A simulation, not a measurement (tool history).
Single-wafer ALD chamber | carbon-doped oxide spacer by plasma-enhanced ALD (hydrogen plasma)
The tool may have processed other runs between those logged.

run    day  heater temperature setpoint (K)  number of ALD cycles (cycles)  mean film thickness on the monitor wafer (nm)
  1      0                           653.15                            621                                         31.959
  2  0.404                           653.15                            598                                         30.959
  3  0.488                           659.15                            598                                         30.669
  4  0.904                           659.15                            678                                         34.546
  5   1.25                           659.15                            644                                         33.123
  6  1.546                           669.15                            644                                         33.208
  7  1.842                           669.15                            615                                         31.712
  8  2.012                           669.15                            591                                         30.239
  9   2.25                           669.15                            574                                         29.664

What does the tool deliver on the next run?
 10  2.325                           669.15                            559                                              ?

Run 10 produced mean film thickness on the monitor wafer (nm) 28.879.
